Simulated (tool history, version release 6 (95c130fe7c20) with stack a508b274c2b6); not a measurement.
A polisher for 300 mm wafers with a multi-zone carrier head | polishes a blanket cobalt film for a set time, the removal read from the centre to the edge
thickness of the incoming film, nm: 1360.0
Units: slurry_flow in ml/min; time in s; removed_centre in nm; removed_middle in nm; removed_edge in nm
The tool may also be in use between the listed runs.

{"run": 1, "hour": 0.0, "slurry_flow": 265, "centre_zone": 1, "middle_zone": 1, "edge_zone": 1, "time": 68, "removed_centre": 367.7, "removed_middle": 373.4, "removed_edge": 370.79}
{"run": 2, "hour": 7.8, "slurry_flow": 265, "centre_zone": 1, "middle_zone": 1, "edge_zone": 1, "time": 53, "removed_centre": 291.3, "removed_middle": 301.89, "removed_edge": 289.69}
{"run": 3, "hour": 16.8, "slurry_flow": 265, "centre_zone": 1, "middle_zone": 1, "edge_zone": 1, "time": 70, "removed_centre": 378.29, "removed_middle": 391.51, "removed_edge": 381.61}
{"run": 4, "hour": 17.8, "slurry_flow": 270, "centre_zone": 1.01, "middle_zone": 1, "edge_zone": 1.02, "time": 72, "removed_centre": 380.75, "removed_middle": 404.24, "removed_edge": 399.24}
{"run": 5, "hour": 20.1, "slurry_flow": 270, "centre_zone": 1.06, "middle_zone": 1, "edge_zone": 1.02, "time": 72, "removed_centre": 412.69, "removed_middle": 404.25, "removed_edge": 391.5}
{"run": 6, "hour": 27.2, "slurry_flow": 270, "centre_zone": 1.06, "middle_zone": 1, "edge_zone": 1.02, "time": 55, "removed_centre": 325.57, "removed_middle": 310.47, "removed_edge": 299.31}
{"run": 7, "hour": 32.9, "slurry_flow": 295, "centre_zone": 1.11, "middle_zone": 1.01, "edge_zone": 1.12, "time": 74, "removed_centre": 445.08, "removed_middle": 421.34, "removed_edge": 424.79}
{"run": 8, "hour": 33.9, "slurry_flow": 300, "centre_zone": 1.11, "middle_zone": 1.01, "edge_zone": 1.13, "time": 75, "removed_centre": 447.37, "removed_middle": 433.74, "removed_edge": 439.7}
{"run": 9, "hour": 42.7, "slurry_flow": 305, "centre_zone": 1.12, "middle_zone": 1.01, "edge_zone": 1.14, "time": 76, "removed_centre": 475.8, "removed_middle": 439.83, "removed_edge": 435.54}
{"run": 10, "hour": 49.8, "slurry_flow": 305, "centre_zone": 1.12, "middle_zone": 1.01, "edge_zone": 1.15, "time": 77, "removed_centre": 472.82, "removed_middle": 434.38, "removed_edge": 448.51}
{"run": 11, "hour": 55.4, "slurry_flow": 305, "centre_zone": 1.12, "middle_zone": 1.01, "edge_zone": 1.15, "time": 77, "removed_centre": 487.52, "removed_middle": 453.19, "removed_edge": 454.05}
{"run": 12, "hour": 64.1, "slurry_flow": 305, "centre_zone": 1.12, "middle_zone": 1.01, "edge_zone": 1.15, "time": 77, "removed_centre": 460.13, "removed_middle": 451.68, "removed_edge": 454.57}
{"run": 13, "hour": 65.2, "slurry_flow": 305, "centre_zone": 1.13, "middle_zone": 1.01, "edge_zone": 1.16, "time": 78, "removed_centre": 481.91, "removed_middle": 447.42, "removed_edge": 458.11}
{"run": 14, "hour": 70.4, "slurry_flow": 310, "centre_zone": 1.13, "middle_zone": 1.01, "edge_zone": 1.16, "time": 78, "removed_centre": 480.68, "removed_middle": 446.87, "removed_edge": 457.17}

Forecast run 15:
{"run": 15, "hour": 76.7, "slurry_flow": 310, "centre_zone": 1.13, "middle_zone": 1.01, "edge_zone": 1.16, "time": 79, "removed_centre": "?", "removed_middle": "?", "removed_edge": "?"}

removed_centre: 490.49 nm
removed_middle: 454.23 nm
removed_edge: 463.37 nm
